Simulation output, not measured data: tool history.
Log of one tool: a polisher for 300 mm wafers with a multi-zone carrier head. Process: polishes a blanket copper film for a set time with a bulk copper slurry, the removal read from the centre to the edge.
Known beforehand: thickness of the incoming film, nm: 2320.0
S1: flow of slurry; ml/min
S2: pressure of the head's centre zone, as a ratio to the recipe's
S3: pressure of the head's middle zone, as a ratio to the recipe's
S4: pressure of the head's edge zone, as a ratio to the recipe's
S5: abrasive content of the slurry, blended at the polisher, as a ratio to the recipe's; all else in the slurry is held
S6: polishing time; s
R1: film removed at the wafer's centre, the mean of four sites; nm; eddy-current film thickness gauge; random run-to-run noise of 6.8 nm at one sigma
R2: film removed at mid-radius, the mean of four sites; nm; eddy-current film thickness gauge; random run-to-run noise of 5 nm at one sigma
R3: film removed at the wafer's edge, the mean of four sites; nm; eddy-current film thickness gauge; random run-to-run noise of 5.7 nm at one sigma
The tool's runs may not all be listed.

| run | hour | S1 | S2 | S3 | S4 | S5 | S6 | R1 | R2 | R3 |
|---|---|---|---|---|---|---|---|---|---|---|
| 1 | 0 | 300 | 1 | 1 | 1 | 1 | 73 | 503.12 | 498.32 | 498.09 |
| 2 | 6.7 | 300 | 1.07 | 1 | 1 | 1 | 73 | 543.37 | 494.6 | 500.61 |
| 3 | 12.7 | 305 | 1.08 | 1.02 | 1.02 | 1.05 | 74 | 564.63 | 512.86 | 510.24 |
| 4 | 17.5 | 245 | 1.08 | 1.02 | 1.02 | 1.05 | 74 | 536.66 | 514.1 | 503.76 |
| 5 | 25.2 | 245 | 1.08 | 1.02 | 1.02 | 1.15 | 74 | 557.64 | 517.03 | 519.89 |
| 6 | 25.9 | 250 | 1.08 | 1.04 | 1.03 | 1.2 | 75 | 577.9 | 545.27 | 534.26 |
| 7 | 33.5 | 255 | 1.08 | 1.05 | 1.05 | 1.25 | 76 | 586.24 | 552.31 | 555.01 |
| 8 | 35.2 | 255 | 1.08 | 1.06 | 1.06 | 1.3 | 77 | 607.18 | 570.58 | 574.25 |

Run 9 has not been measured yet. What should we expect?
| 9 | 36.7 | 325 | 1.12 | 1.16 | 1.16 | 1.5 | 79 | ? | ? | ? |

R1: 672.4 nm
R2: 667.15 nm
R3: 631.72 nm
